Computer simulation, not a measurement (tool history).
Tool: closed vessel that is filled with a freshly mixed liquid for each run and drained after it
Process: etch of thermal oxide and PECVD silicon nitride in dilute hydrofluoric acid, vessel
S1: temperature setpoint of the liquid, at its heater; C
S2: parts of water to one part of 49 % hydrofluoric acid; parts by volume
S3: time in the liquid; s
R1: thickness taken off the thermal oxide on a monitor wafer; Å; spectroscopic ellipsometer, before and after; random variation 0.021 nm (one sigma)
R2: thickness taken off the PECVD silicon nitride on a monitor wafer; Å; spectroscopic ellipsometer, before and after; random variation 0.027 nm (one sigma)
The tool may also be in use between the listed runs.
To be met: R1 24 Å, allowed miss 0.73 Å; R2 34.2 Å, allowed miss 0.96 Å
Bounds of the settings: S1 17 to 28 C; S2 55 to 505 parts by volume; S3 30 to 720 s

run,hour,S1,S2,S3,R1,R2
1,0,20,280,370,47.864,54.648
2,0.9,20,280,510,65.594,76.295
3,3.7,19.5,335,515,51.231,61.011
4,12.5,20,375,510,44.519,57.075
5,14.1,20,325,510,54.646,64.967
6,21.6,20,325,430,45.689,55.52
7,28.2,20,365,435,40.302,49.571
8,35.9,22.5,475,420,29.766,42.925
9,42.2,22,480,425,28.706,42.213
10,44.1,21.5,485,430,28.517,40.592
11,45.8,21,505,400,24.361,35.9
12,50.2,19.5,495,395,23.898,32.19

4 next moves are on the table. One of them brings every result within its allowed miss. Which?
A,54.6,18.5,475,425,?,?
B,54.6,17.5,505,450,?,?
C,54.6,20.5,465,385,?,?
D,54.6,21.5,470,350,?,?

move,R1,R2
A,25.876,34.4
B,24.352,32.319
C,25.82,35.923
D,23.908,34.317
A: brings the result that was furthest off to its target, and leaves another outside
B: nearer than the last run, and not there yet
C: takes the result that was furthest off past its target
D: meets every target
Move D is the one to make.
